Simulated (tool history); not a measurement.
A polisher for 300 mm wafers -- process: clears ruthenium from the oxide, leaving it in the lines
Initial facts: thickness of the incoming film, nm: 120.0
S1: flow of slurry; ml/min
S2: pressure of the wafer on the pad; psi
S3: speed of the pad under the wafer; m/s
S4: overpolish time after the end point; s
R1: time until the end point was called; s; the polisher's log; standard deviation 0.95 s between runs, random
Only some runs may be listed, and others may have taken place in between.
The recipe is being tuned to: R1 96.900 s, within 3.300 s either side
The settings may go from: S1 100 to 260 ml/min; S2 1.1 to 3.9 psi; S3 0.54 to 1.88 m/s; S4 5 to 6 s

| run | hour | S1 | S2 | S3 | S4 | R1 |
|---|---|---|---|---|---|---|
| 1 | 0.0 | 165 | 2.5 | 1.20 | 6 | 68.571 |
| 2 | 7.4 | 165 | 2.5 | 0.96 | 6 | 78.316 |
| 3 | 9.4 | 165 | 2.5 | 1.18 | 6 | 67.347 |
| 4 | 11.9 | 160 | 2.3 | 1.18 | 6 | 74.216 |
| 5 | 16.6 | 160 | 2.3 | 1.18 | 6 | 74.192 |
| 6 | 22.4 | 155 | 2.2 | 1.18 | 6 | 78.279 |
| 7 | 29.3 | 150 | 2.1 | 1.18 | 6 | 84.170 |
| 8 | 29.8 | 145 | 2.1 | 1.18 | 6 | 82.903 |
| 9 | 35.9 | 145 | 2.1 | 1.18 | 6 | 82.625 |
| 10 | 37.9 | 145 | 2.0 | 1.18 | 6 | 85.058 |
| 11 | 46.9 | 140 | 1.9 | 1.18 | 6 | 91.287 |
| 12 | 49.0 | 135 | 1.9 | 1.18 | 6 | 93.843 |
| 13 | 49.5 | 130 | 1.9 | 1.18 | 6 | 91.917 |

5 next moves are on the table. One of them brings every result within its allowed miss. Which?
| A | 50.0 | 100 | 1.9 | 1.52 | 5 | ? |
| B | 50.0 | 125 | 1.7 | 1.50 | 5 | ? |
| C | 50.0 | 125 | 1.8 | 1.40 | 6 | ? |
| D | 50.0 | 125 | 1.9 | 1.30 | 6 | ? |
| E | 50.0 | 130 | 2.0 | 1.04 | 6 | ? |

| move | R1 |
|---|---|
| A | 82.195 |
| B | 87.776 |
| C | 87.293 |
| D | 87.282 |
| E | 95.643 |
A: further off than the last run
B: further off than the last run
C: further off than the last run
D: further off than the last run
E: all results in spec
Answer: E
